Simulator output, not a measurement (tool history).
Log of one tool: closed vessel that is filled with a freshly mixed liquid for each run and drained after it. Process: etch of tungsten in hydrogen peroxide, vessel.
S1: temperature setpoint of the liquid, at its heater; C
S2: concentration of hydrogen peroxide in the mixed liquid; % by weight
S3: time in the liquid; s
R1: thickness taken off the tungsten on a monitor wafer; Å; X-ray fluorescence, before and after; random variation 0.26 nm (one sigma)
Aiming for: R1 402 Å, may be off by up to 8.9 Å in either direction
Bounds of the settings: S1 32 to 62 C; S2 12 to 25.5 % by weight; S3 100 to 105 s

run,hour,S1,S2,S3,R1
1,0,46,17.5,100,599.65
2,4.4,46,14,100,540.75
3,7.7,45,14,100,505.04
4,16.6,44,14,100,476.28
5,19.7,43.5,14,100,453.04
6,25.5,43,14,100,444.35
7,33,42.5,14,100,429.4
8,36.7,42,14,100,417.93
9,39,42,14,100,413.23

Exercise: of the 4 proposed moves below, exactly one satisfies all targets within the stated allowed misses. Which move is it?
A,41.3,42,13.5,105,?
B,41.3,41.5,13.5,105,?
C,41.3,39.5,19.5,100,?
D,41.3,41.5,12.5,105,?

move,R1
A,432.69
B,418.98
C,421.21
D,403.16
A: moves away from the targets compared with the last run
B: moves away from the targets compared with the last run
C: moves away from the targets compared with the last run
D: all results land within tolerance of their targets
Answer: D

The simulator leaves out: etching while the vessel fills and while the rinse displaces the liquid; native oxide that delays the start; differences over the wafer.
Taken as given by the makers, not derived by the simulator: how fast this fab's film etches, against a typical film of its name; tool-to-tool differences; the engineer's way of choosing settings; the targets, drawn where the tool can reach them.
